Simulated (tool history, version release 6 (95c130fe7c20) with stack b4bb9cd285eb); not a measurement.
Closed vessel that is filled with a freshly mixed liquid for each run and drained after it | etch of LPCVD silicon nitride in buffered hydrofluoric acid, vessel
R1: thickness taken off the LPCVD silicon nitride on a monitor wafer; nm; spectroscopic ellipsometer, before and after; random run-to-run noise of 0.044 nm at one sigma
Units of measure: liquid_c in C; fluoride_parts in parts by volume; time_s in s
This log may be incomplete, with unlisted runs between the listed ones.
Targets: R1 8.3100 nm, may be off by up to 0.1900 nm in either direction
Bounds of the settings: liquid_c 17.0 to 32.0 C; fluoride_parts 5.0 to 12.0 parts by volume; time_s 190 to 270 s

run 1 day=0.000 | liquid_c=25.0 fluoride_parts=7.0 time_s=270 | R1=5.0165
run 2 day=0.250 | liquid_c=23.5 fluoride_parts=7.0 time_s=270 | R1=4.6339
run 3 day=0.338 | liquid_c=23.5 fluoride_parts=8.5 time_s=270 | R1=3.7511
run 4 day=0.729 | liquid_c=23.5 fluoride_parts=7.5 time_s=270 | R1=4.2835
run 5 day=0.871 | liquid_c=23.5 fluoride_parts=8.5 time_s=270 | R1=3.7409
run 6 day=0.979 | liquid_c=24.5 fluoride_parts=8.0 time_s=270 | R1=4.2578
run 7 day=1.292 | liquid_c=25.5 fluoride_parts=8.0 time_s=270 | R1=4.4694
run 8 day=1.354 | liquid_c=26.5 fluoride_parts=8.0 time_s=270 | R1=4.7412
run 9 day=1.408 | liquid_c=27.0 fluoride_parts=8.0 time_s=270 | R1=4.7982
run 10 day=1.588 | liquid_c=27.5 fluoride_parts=7.5 time_s=270 | R1=5.3265
run 11 day=1.892 | liquid_c=28.0 fluoride_parts=7.5 time_s=270 | R1=5.4643
run 12 day=2.146 | liquid_c=28.5 fluoride_parts=7.5 time_s=270 | R1=5.6074
run 13 day=2.446 | liquid_c=32.0 fluoride_parts=5.5 time_s=270 | R1=9.0214
run 14 day=2.729 | liquid_c=31.0 fluoride_parts=5.5 time_s=270 | R1=8.5345

Next run, 4 choices. One meets every target within its allowed miss, the rest don't. Which?
run A day=3.012 | liquid_c=32.0 fluoride_parts=5.0 time_s=245 | R1=?
run B day=3.012 | liquid_c=29.0 fluoride_parts=5.0 time_s=255 | R1=?
run C day=3.012 | liquid_c=32.0 fluoride_parts=5.5 time_s=270 | R1=?
run D day=3.012 | liquid_c=29.5 fluoride_parts=5.0 time_s=265 | R1=?

move=A R1=8.8476
move=B R1=7.8765
move=C R1=8.9983
move=D R1=8.4031
A: misses by more than the last run did
B: takes the result that was furthest off past its target
C: misses by more than the last run did
D: every result lands within tolerance
D meets every target.

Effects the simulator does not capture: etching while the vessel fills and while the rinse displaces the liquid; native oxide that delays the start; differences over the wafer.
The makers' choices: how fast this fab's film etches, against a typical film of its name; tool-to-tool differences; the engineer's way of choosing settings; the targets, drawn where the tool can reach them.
